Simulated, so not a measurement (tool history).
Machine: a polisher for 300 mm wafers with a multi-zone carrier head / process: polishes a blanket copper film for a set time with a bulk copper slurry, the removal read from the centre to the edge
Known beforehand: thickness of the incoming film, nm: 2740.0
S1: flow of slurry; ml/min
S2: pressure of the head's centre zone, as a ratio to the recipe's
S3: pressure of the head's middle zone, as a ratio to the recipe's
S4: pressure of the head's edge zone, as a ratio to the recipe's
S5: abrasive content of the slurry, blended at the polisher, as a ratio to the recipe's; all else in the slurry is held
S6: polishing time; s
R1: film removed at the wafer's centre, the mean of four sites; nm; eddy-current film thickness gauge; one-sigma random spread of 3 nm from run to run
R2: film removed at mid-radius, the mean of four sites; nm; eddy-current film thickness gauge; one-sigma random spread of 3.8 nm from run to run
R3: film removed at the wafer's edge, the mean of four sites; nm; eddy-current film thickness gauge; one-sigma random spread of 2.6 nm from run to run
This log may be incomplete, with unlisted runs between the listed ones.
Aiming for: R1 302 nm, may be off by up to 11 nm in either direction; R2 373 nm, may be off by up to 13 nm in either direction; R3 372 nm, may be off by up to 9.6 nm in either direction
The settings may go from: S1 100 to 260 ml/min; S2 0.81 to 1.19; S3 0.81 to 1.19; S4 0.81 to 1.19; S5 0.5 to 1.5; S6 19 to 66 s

{"run": 1, "day": 0.0, "S1": 165, "S2": 1, "S3": 1, "S4": 1, "S5": 1, "S6": 42, "R1": 366.56, "R2": 347.36, "R3": 349.78}
{"run": 2, "day": 0.054, "S1": 160, "S2": 0.96, "S3": 1.01, "S4": 1.02, "S5": 1, "S6": 42, "R1": 345.34, "R2": 351.8, "R3": 349.4}
{"run": 3, "day": 0.179, "S1": 160, "S2": 0.96, "S3": 1.01, "S4": 1.02, "S5": 1, "S6": 37, "R1": 302.56, "R2": 308.55, "R3": 308.65}
{"run": 4, "day": 0.546, "S1": 160, "S2": 0.96, "S3": 1.01, "S4": 1.02, "S5": 0.85, "S6": 37, "R1": 292.01, "R2": 292.88, "R3": 294.27}
{"run": 5, "day": 0.921, "S1": 160, "S2": 1, "S3": 1.01, "S4": 1.02, "S5": 0.85, "S6": 37, "R1": 298.1, "R2": 294.73, "R3": 294.13}
{"run": 6, "day": 1.142, "S1": 170, "S2": 0.97, "S3": 1.02, "S4": 1.05, "S5": 0.9, "S6": 37, "R1": 306.1, "R2": 305.2, "R3": 308.78}
{"run": 7, "day": 1.375, "S1": 175, "S2": 0.94, "S3": 1.04, "S4": 1.08, "S5": 0.95, "S6": 37, "R1": 300.53, "R2": 316.12, "R3": 315.9}
{"run": 8, "day": 1.662, "S1": 180, "S2": 0.91, "S3": 1.05, "S4": 1.1, "S5": 1, "S6": 37, "R1": 292.06, "R2": 327.26, "R3": 325.35}

4 candidate next runs follow, results not yet known. Just one meets every target within its allowed miss. Identify it.
{"run": "A", "day": 1.95, "S1": 175, "S2": 0.81, "S3": 1.04, "S4": 1.19, "S5": 1.1, "S6": 43, "R1": "?", "R2": "?", "R3": "?"}
{"run": "B", "day": 1.95, "S1": 225, "S2": 0.84, "S3": 1.1, "S4": 1.19, "S5": 1.3, "S6": 38, "R1": "?", "R2": "?", "R3": "?"}
{"run": "C", "day": 1.95, "S1": 180, "S2": 0.95, "S3": 1.09, "S4": 1.04, "S5": 1.05, "S6": 39, "R1": "?", "R2": "?", "R3": "?"}
{"run": "D", "day": 1.95, "S1": 180, "S2": 0.88, "S3": 1.07, "S4": 1.12, "S5": 0.95, "S6": 43, "R1": "?", "R2": "?", "R3": "?"}

move=A R1=314.11 R2=377.16 R3=396.24
move=B R1=312.5 R2=376.48 R3=374
move=C R1=333.01 R2=353.12 R3=335.2
move=D R1=332.35 R2=375.16 R3=373.86
A: the result that was furthest off in the last run now lies on the other side of its target
B: in spec on every target
C: an improvement on the last run, though not all results are within tolerance
D: the furthest-off result lands on target, but another misses its tolerance
Answer: B
